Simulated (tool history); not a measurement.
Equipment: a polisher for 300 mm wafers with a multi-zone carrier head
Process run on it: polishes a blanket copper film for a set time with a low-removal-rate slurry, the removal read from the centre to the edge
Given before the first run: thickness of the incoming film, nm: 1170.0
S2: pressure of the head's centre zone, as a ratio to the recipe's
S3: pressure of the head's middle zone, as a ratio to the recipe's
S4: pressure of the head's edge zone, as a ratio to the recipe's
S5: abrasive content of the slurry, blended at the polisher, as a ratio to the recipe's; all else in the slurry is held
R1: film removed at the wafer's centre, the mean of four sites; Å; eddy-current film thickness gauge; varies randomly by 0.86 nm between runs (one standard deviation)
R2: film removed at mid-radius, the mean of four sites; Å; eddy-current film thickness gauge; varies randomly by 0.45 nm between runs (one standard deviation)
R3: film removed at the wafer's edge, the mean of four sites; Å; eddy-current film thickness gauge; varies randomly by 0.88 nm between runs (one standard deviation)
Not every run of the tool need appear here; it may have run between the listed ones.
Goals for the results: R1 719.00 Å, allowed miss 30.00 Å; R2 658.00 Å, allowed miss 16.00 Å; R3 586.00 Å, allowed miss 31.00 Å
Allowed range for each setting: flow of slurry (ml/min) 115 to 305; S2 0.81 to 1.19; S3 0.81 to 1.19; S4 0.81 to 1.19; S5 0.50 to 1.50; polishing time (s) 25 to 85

{"run": 1, "day": 0.0, "flow of slurry (ml/min)": 195, "S2": 1.0, "S3": 1.0, "S4": 1.0, "S5": 1.0, "polishing time (s)": 55, "R1": 959.58, "R2": 968.82, "R3": 952.8}
{"run": 2, "day": 0.333, "flow of slurry (ml/min)": 195, "S2": 1.0, "S3": 1.0, "S4": 1.0, "S5": 0.8, "polishing time (s)": 55, "R1": 907.28, "R2": 921.04, "R3": 917.85}
{"run": 3, "day": 0.554, "flow of slurry (ml/min)": 195, "S2": 0.95, "S3": 1.0, "S4": 1.0, "S5": 0.8, "polishing time (s)": 55, "R1": 882.77, "R2": 920.11, "R3": 908.97}
{"run": 4, "day": 0.692, "flow of slurry (ml/min)": 205, "S2": 0.99, "S3": 1.0, "S4": 0.96, "S5": 0.75, "polishing time (s)": 51, "R1": 843.1, "R2": 843.91, "R3": 833.61}
{"day": 1.054, "done": "worn pad replaced by a new one"}
{"run": 5, "day": 1.054, "flow of slurry (ml/min)": 255, "S2": 0.99, "S3": 1.0, "S4": 0.96, "S5": 0.75, "polishing time (s)": 51, "R1": 971.32, "R2": 971.82, "R3": 924.54}
{"run": 6, "day": 1.292, "flow of slurry (ml/min)": 255, "S2": 0.92, "S3": 1.0, "S4": 0.96, "S5": 0.75, "polishing time (s)": 51, "R1": 895.46, "R2": 970.18, "R3": 948.8}
{"run": 7, "day": 1.483, "flow of slurry (ml/min)": 230, "S2": 0.96, "S3": 1.01, "S4": 0.93, "S5": 0.7, "polishing time (s)": 50, "R1": 893.84, "R2": 928.83, "R3": 875.99}
{"run": 8, "day": 1.846, "flow of slurry (ml/min)": 210, "S2": 1.0, "S3": 1.02, "S4": 0.93, "S5": 0.65, "polishing time (s)": 48, "R1": 875.88, "R2": 894.18, "R3": 819.49}
{"run": 9, "day": 2.025, "flow of slurry (ml/min)": 195, "S2": 1.02, "S3": 1.01, "S4": 0.91, "S5": 0.6, "polishing time (s)": 46, "R1": 837.96, "R2": 818.52, "R3": 763.89}
{"run": 10, "day": 2.388, "flow of slurry (ml/min)": 180, "S2": 1.03, "S3": 1.01, "S4": 0.9, "S5": 0.6, "polishing time (s)": 44, "R1": 791.52, "R2": 769.31, "R3": 723.38}
{"run": 11, "day": 2.604, "flow of slurry (ml/min)": 170, "S2": 1.05, "S3": 1.01, "S4": 0.88, "S5": 0.6, "polishing time (s)": 42, "R1": 773.87, "R2": 729.19, "R3": 683.1}

Which single option among these 5 for the next run brings every result within its allowed miss of target? Just one does.
{"run": "A", "day": 2.821, "flow of slurry (ml/min)": 155, "S2": 1.06, "S3": 0.92, "S4": 0.94, "S5": 0.5, "polishing time (s)": 41, "R1": "?", "R2": "?", "R3": "?"}
{"run": "B", "day": 2.821, "flow of slurry (ml/min)": 130, "S2": 1.19, "S3": 1.11, "S4": 0.92, "S5": 0.5, "polishing time (s)": 38, "R1": "?", "R2": "?", "R3": "?"}
{"run": "C", "day": 2.821, "flow of slurry (ml/min)": 160, "S2": 1.13, "S3": 0.92, "S4": 0.93, "S5": 0.6, "polishing time (s)": 41, "R1": "?", "R2": "?", "R3": "?"}
{"run": "D", "day": 2.821, "flow of slurry (ml/min)": 260, "S2": 1.16, "S3": 0.85, "S4": 0.97, "S5": 0.55, "polishing time (s)": 39, "R1": "?", "R2": "?", "R3": "?"}
{"run": "E", "day": 2.821, "flow of slurry (ml/min)": 150, "S2": 1.14, "S3": 0.86, "S4": 0.85, "S5": 0.5, "polishing time (s)": 42, "R1": "?", "R2": "?", "R3": "?"}

move=A R1=708.60 R2=628.41 R3=638.91
move=B R1=704.68 R2=652.51 R3=567.74
move=C R1=783.60 R2=650.80 R3=657.38
move=D R1=821.01 R2=617.47 R3=665.83
move=E R1=774.49 R2=604.89 R3=622.36
A: carries the result that was furthest off beyond its target, to the other side
B: every result lands within tolerance
C: brings the result that was furthest off to its target, and leaves another outside
D: carries the result that was furthest off beyond its target, to the other side
E: carries the result that was furthest off beyond its target, to the other side
Move B is the one to make.
